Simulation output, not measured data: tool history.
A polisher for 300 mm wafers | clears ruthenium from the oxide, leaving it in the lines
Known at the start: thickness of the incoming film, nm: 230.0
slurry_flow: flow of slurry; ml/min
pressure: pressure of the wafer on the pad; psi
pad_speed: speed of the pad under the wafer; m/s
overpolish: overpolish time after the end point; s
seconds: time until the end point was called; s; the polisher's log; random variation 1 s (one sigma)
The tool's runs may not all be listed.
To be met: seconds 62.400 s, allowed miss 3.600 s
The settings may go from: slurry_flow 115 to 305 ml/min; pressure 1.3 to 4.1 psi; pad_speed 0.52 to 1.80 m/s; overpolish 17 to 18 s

| run | hour | slurry_flow | pressure | pad_speed | overpolish | seconds |
|---|---|---|---|---|---|---|
| 1 | 0.0 | 195 | 2.7 | 1.16 | 17 | 120.530 |
| 2 | 4.9 | 195 | 2.7 | 1.16 | 18 | 116.590 |
| 3 | 12.7 | 195 | 2.1 | 1.16 | 18 | 150.220 |
| 4 | 15.0 | 195 | 2.3 | 1.18 | 18 | 134.630 |
| 5 | 18.2 | 195 | 2.5 | 1.20 | 18 | 123.380 |
| 6 | 20.2 | 195 | 2.5 | 1.44 | 18 | 106.590 |
| 7 | 24.3 | 195 | 2.6 | 1.44 | 18 | 101.780 |
| 8 | 27.2 | 195 | 2.7 | 1.44 | 18 | 100.290 |
| 9 | 33.1 | 195 | 2.8 | 1.46 | 18 | 92.091 |
| 10 | 36.6 | 195 | 2.9 | 1.46 | 18 | 89.019 |
| 11 | 41.3 | 195 | 3.0 | 1.46 | 18 | 85.157 |
| 12 | 42.8 | 195 | 3.7 | 1.50 | 18 | 70.830 |

Which of these 4 next moves meets every target?
| A | 44.3 | 165 | 3.7 | 1.30 | 17 | ? |
| B | 44.3 | 245 | 3.5 | 1.40 | 17 | ? |
| C | 44.3 | 215 | 3.5 | 1.26 | 18 | ? |
| D | 44.3 | 125 | 4.0 | 1.72 | 18 | ? |

| move | seconds |
|---|---|
| A | 80.242 |
| B | 75.273 |
| C | 83.679 |
| D | 61.532 |
A: further off than the last run
B: further off than the last run
C: further off than the last run
D: meets every target
Answer: D
